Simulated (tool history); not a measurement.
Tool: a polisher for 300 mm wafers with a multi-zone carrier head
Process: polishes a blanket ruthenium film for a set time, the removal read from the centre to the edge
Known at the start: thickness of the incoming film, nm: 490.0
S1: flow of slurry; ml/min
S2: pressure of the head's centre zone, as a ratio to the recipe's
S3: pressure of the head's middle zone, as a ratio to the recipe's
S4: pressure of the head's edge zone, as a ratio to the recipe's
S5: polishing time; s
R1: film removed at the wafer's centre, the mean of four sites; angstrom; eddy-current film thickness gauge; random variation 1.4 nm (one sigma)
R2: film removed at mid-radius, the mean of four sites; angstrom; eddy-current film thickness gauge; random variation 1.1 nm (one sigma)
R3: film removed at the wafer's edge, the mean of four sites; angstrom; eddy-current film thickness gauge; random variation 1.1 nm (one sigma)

run  hour   S1    S2    S3    S4  S5      R1      R2      R3
  1     0  145     1     1     1  80  916.85  944.13  941.82
  2   7.5  150  0.98  1.01  1.03  83  946.11   990.8   997.6
  3  13.6  150  0.98  0.98  1.03  83  968.25  973.27  988.49
  4  14.9  150  0.98  0.98  1.11  83  964.55  977.94  1031.5
  5  22.1  135  0.98  0.98  1.11  83  930.19  940.74  1002.4
  6  30.5  120  0.98  0.98  1.11  83  918.99  907.85    1008

Run 7 comes next. What will it give?
  7  32.3  125  0.96   1  1.12  86   ?   ?   ?

R1: 942.84 angstrom
R2: 986.74 angstrom
R3: 1037.6 angstrom
